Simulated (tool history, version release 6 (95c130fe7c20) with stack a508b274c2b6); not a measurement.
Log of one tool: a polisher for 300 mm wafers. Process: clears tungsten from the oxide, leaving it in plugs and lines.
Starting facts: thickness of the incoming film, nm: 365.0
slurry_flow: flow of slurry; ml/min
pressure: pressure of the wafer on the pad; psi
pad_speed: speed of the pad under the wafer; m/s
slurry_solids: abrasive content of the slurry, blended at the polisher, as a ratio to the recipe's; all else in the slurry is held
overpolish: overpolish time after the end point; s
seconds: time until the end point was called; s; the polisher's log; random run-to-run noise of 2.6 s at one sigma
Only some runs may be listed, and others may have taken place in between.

run 1 hour=0 | slurry_flow=170 pressure=2.4 pad_speed=1.26 slurry_solids=1 overpolish=37 | seconds=92.309
run 2 hour=7.6 | slurry_flow=170 pressure=2.3 pad_speed=1.26 slurry_solids=1 overpolish=37 | seconds=96.618
run 3 hour=12.6 | slurry_flow=155 pressure=2.3 pad_speed=1.26 slurry_solids=1 overpolish=37 | seconds=96.305
run 4 hour=18.2 | slurry_flow=155 pressure=2.3 pad_speed=1.26 slurry_solids=1.15 overpolish=37 | seconds=93.551
run 5 hour=25.8 | slurry_flow=155 pressure=2.3 pad_speed=1.26 slurry_solids=1.15 overpolish=39 | seconds=92.295
run 6 hour=31.6 | slurry_flow=155 pressure=2.3 pad_speed=1.04 slurry_solids=1.15 overpolish=39 | seconds=107.4
run 7 hour=35.6 | slurry_flow=155 pressure=2.2 pad_speed=1.04 slurry_solids=1.15 overpolish=39 | seconds=115.29

Run 8 has not been measured yet. What should we expect?
run 8 hour=36.2 | slurry_flow=155 pressure=1.6 pad_speed=1 slurry_solids=1.15 overpolish=39 | seconds=?

seconds: 161.33 s

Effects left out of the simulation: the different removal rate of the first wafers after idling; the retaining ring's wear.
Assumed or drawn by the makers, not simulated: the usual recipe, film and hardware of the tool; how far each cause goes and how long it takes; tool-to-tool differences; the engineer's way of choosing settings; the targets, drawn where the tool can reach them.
